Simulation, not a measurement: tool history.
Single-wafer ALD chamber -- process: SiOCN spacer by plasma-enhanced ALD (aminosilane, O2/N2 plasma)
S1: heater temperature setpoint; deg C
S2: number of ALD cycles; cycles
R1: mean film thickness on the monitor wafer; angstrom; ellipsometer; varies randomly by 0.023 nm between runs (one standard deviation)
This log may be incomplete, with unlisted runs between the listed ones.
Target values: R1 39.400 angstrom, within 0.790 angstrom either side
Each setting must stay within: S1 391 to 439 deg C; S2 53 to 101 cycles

run 1 hour=0.0 | S1=415 S2=77 | R1=43.519
run 2 hour=1.9 | S1=416 S2=76 | R1=42.917
run 3 hour=9.4 | S1=417 S2=76 | R1=42.792
run 4 hour=10.4 | S1=418 S2=76 | R1=42.561
run 5 hour=14.5 | S1=419 S2=76 | R1=42.811
run 6 hour=22.3 | S1=419 S2=75 | R1=42.044
run 7 hour=23.3 | S1=420 S2=75 | R1=42.101
run 8 hour=30.4 | S1=420 S2=74 | R1=41.788
run 9 hour=36.0 | S1=420 S2=74 | R1=41.424
run 10 hour=44.0 | S1=421 S2=74 | R1=41.147
run 11 hour=51.5 | S1=422 S2=74 | R1=40.816
run 12 hour=54.4 | S1=423 S2=74 | R1=40.747
run 13 hour=62.1 | S1=424 S2=74 | R1=41.179
run 14 hour=70.4 | S1=424 S2=74 | R1=41.040

Which one of the following 5 next-run settings gets every result inside its allowed miss? There is exactly one.
run A hour=78.7 | S1=429 S2=77 | R1=?
run B hour=78.7 | S1=428 S2=80 | R1=?
run C hour=78.7 | S1=431 S2=78 | R1=?
run D hour=78.7 | S1=428 S2=75 | R1=?
run E hour=78.7 | S1=419 S2=70 | R1=?

move=A R1=41.983
move=B R1=43.744
move=C R1=42.283
move=D R1=41.010
move=E R1=39.264
A: misses by more than the last run did
B: misses by more than the last run did
C: misses by more than the last run did
D: about the same distance from the targets as the last run
E: in spec on every target
Answer: E
